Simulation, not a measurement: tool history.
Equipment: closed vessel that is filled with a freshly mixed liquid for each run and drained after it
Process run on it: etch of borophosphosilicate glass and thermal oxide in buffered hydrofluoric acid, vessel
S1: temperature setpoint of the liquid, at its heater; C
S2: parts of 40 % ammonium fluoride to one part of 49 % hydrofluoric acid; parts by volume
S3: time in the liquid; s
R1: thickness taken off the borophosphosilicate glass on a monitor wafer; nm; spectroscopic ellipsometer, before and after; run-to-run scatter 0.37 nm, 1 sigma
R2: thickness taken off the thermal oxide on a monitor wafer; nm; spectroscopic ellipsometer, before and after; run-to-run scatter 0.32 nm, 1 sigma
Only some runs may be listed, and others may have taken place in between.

Run 1, hour 0.0: S1 23.0 C, S2 12.0 parts by volume, S3 60 s. Result: R1 56.388 nm, R2 59.333 nm.
Run 2, hour 5.3: S1 23.0 C, S2 10.0 parts by volume, S3 60 s. Result: R1 67.753 nm, R2 70.357 nm.
Run 3, hour 8.0: S1 25.0 C, S2 10.0 parts by volume, S3 60 s. Result: R1 73.743 nm, R2 78.469 nm.
Run 4, hour 15.7: S1 24.0 C, S2 10.5 parts by volume, S3 60 s. Result: R1 68.634 nm, R2 70.486 nm.
Run 5, hour 22.5: S1 24.0 C, S2 8.0 parts by volume, S3 60 s. Result: R1 86.926 nm, R2 89.983 nm.
Run 6, hour 31.2: S1 23.0 C, S2 8.5 parts by volume, S3 60 s. Result: R1 76.684 nm, R2 80.688 nm.
Run 7, hour 36.8: S1 22.0 C, S2 9.0 parts by volume, S3 60 s. Result: R1 68.053 nm, R2 71.285 nm.
Run 8, hour 39.5: S1 21.5 C, S2 9.5 parts by volume, S3 60 s. Result: R1 64.130 nm, R2 66.170 nm.

Forecast run 9:
Run 9, hour 44.9: S1 21.0 C, S2 10.0 parts by volume, S3 60 s. Result: R1 ?, R2 ?.

{"run 9": {"R1": 59.926, "R2": 62.94}}

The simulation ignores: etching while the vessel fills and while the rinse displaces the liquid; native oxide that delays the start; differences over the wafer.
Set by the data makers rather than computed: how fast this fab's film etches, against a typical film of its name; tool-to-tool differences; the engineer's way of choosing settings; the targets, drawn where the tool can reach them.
